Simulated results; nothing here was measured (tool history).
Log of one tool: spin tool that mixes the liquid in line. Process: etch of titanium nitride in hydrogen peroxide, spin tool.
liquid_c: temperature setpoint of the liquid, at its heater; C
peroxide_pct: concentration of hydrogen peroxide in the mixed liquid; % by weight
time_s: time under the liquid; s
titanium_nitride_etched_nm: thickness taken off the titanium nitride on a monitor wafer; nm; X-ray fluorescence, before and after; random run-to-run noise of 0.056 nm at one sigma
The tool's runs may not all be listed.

run 1 hour=0.0 | liquid_c=48.0 peroxide_pct=20.0 time_s=305 | titanium_nitride_etched_nm=20.055
run 2 hour=3.7 | liquid_c=47.5 peroxide_pct=20.0 time_s=305 | titanium_nitride_etched_nm=19.353
run 3 hour=6.9 | liquid_c=47.0 peroxide_pct=20.0 time_s=305 | titanium_nitride_etched_nm=18.609
run 4 hour=8.2 | liquid_c=52.5 peroxide_pct=20.0 time_s=305 | titanium_nitride_etched_nm=27.784
run 5 hour=9.3 | liquid_c=59.0 peroxide_pct=20.0 time_s=305 | titanium_nitride_etched_nm=43.706
run 6 hour=15.0 | liquid_c=59.0 peroxide_pct=20.0 time_s=305 | titanium_nitride_etched_nm=43.899
run 7 hour=24.0 | liquid_c=59.0 peroxide_pct=20.0 time_s=305 | titanium_nitride_etched_nm=43.688
run 8 hour=24.6 | liquid_c=56.0 peroxide_pct=20.0 time_s=305 | titanium_nitride_etched_nm=35.387

Run 9 comes next. What will it give?
run 9 hour=31.1 | liquid_c=54.0 peroxide_pct=20.0 time_s=305 | titanium_nitride_etched_nm=?

titanium_nitride_etched_nm: 30.867 nm

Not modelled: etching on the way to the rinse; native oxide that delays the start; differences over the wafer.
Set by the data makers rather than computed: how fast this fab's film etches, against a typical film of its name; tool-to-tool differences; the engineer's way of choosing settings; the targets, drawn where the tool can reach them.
